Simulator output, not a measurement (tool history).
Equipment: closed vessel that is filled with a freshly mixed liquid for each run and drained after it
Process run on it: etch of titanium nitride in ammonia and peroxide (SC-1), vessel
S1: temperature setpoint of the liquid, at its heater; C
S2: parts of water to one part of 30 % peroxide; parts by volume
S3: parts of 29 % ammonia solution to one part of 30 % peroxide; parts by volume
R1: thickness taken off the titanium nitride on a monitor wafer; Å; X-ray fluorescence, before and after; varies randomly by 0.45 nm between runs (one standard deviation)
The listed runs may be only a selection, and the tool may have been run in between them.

run 1 hour=0 | S1=49 S2=20.5 S3=0.4 time_in_the_liquid_(s)=490 | R1=264.68
run 2 hour=7 | S1=49 S2=20.5 S3=0.4 time_in_the_liquid_(s)=385 | R1=206.83
run 3 hour=12.7 | S1=49 S2=14.5 S3=0.4 time_in_the_liquid_(s)=385 | R1=253.86
run 4 hour=19.6 | S1=52.5 S2=14.5 S3=0.4 time_in_the_liquid_(s)=385 | R1=325.31
run 5 hour=28.2 | S1=52.5 S2=14.5 S3=0.4 time_in_the_liquid_(s)=385 | R1=320.1
run 6 hour=30.2 | S1=52.5 S2=14.5 S3=0.4 time_in_the_liquid_(s)=385 | R1=326.34
run 7 hour=33.3 | S1=55.5 S2=14.5 S3=0.4 time_in_the_liquid_(s)=385 | R1=401.95
run 8 hour=42 | S1=57.5 S2=14.5 S3=0.4 time_in_the_liquid_(s)=385 | R1=459.56

What does the tool deliver on the next run?
run 9 hour=44.1 | S1=58.5 S2=14.5 S3=0.4 time_in_the_liquid_(s)=385 | R1=?

Run 9 came out at R1 484.86 Å.
